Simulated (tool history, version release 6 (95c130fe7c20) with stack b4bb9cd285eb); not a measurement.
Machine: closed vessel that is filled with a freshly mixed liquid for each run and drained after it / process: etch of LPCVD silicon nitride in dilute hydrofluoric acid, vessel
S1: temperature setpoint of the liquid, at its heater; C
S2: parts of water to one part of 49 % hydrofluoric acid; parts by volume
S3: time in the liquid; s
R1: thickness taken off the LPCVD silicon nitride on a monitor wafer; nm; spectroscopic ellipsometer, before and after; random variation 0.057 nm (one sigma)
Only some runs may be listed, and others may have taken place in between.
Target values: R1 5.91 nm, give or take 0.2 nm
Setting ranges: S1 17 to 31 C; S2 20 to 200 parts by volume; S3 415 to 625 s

run,hour,S1,S2,S3,R1
1,0,23,110,625,2.9277
2,3.5,25,105,625,3.5063
3,8.1,25,105,415,2.295
4,12.8,25.5,85,470,3.3071
5,21.7,25.5,85,415,2.9323
6,25.2,25.5,85,625,4.4679
7,30.4,27,85,625,4.8914
8,33.8,27.5,85,625,5.0949
9,41.7,28,85,625,5.1747
10,43.4,30.5,85,625,6.1351

Exercise: of the 5 proposed moves below, exactly one satisfies all targets within the stated allowed misses. Which move is it?
A,45.1,29.5,55,455,?
B,45.1,29.5,75,625,?
C,45.1,31,85,580,?
D,45.1,31,60,450,?
E,45.1,31,75,575,?

move,R1
A,6.4716
B,6.5303
C,5.8787
D,6.4629
E,6.608
A: further off than the last run
B: further off than the last run
C: meets every target
D: further off than the last run
E: further off than the last run
Answer: C
